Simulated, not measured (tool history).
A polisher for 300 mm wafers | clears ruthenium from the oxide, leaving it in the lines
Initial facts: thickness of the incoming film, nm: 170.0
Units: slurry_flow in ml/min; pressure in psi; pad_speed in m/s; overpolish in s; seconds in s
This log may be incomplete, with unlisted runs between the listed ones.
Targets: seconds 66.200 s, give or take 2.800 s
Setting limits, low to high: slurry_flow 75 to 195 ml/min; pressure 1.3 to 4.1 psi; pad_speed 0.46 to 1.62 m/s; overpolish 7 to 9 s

run  hour  slurry_flow  pressure  pad_speed  overpolish  seconds
  1   0.0          125       2.7       1.04           9   98.671
  2   2.2          150       2.7       1.04           9   93.557
  3   5.7          150       3.0       1.04           9   88.684
  4  10.9          180       3.0       1.04           9   83.217
  5  15.2          165       3.0       1.04           9   87.424
  6  16.5          165       3.0       1.04           9   86.890
  7  19.2          165       3.3       1.06           9   79.274
  8  21.7          165       3.5       1.06           9   76.268
  9  27.9          165       3.6       1.06           9   74.394
 10  30.6          175       3.9       1.06           9   69.544

Below are 5 possible settings for the next run. Only one of them brings all results inside the allowed miss of their targets. Which is it?
  A  33.3          195       4.1       1.16           9        ?
  B  33.3          185       3.9       1.10           9        ?
  C  33.3          175       4.1       1.20           7        ?
  D  33.3          165       3.9       1.28           9        ?
  E  33.3          170       4.1       1.16           9        ?

move  seconds
   A   60.576
   B   66.622
   C   59.598
   D   58.727
   E   61.832
A: pushes the last run's worst result past its target
B: meets every target
C: pushes the last run's worst result past its target
D: pushes the last run's worst result past its target
E: pushes the last run's worst result past its target
Move B is the one to make.
